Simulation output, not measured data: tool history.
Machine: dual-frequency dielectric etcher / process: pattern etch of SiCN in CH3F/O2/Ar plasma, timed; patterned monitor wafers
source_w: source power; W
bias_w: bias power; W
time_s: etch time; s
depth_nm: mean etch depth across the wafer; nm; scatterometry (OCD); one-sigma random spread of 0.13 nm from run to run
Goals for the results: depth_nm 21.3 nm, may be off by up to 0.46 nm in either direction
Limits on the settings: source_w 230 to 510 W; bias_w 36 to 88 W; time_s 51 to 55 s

run,hour,source_w,bias_w,time_s,depth_nm
1,0,370,62,55,18.63
2,4.3,370,62,51,17.435
3,12,370,62,55,18.853
4,19.2,370,51,55,17.901
5,21.7,370,43,55,17.332
6,26.8,390,45,55,18.112
7,29.4,400,45,55,18.243
8,34.8,410,46,55,18.603
9,38.3,420,46,55,18.606
10,47.1,490,59,55,20.566
11,55.6,490,60,55,20.678

Below are 4 possible settings for the next run. Only one of them brings all results inside the allowed miss of their targets. Which is it?
A,64.1,500,61,53,?
B,64.1,470,60,54,?
C,64.1,510,63,52.5,?
D,64.1,510,65,55,?

move,depth_nm
A,20.194
B,20.03
C,20.283
D,21.382
A: misses by more than the last run did
B: misses by more than the last run did
C: misses by more than the last run did
D: hits every target within its allowed miss
D meets every target.

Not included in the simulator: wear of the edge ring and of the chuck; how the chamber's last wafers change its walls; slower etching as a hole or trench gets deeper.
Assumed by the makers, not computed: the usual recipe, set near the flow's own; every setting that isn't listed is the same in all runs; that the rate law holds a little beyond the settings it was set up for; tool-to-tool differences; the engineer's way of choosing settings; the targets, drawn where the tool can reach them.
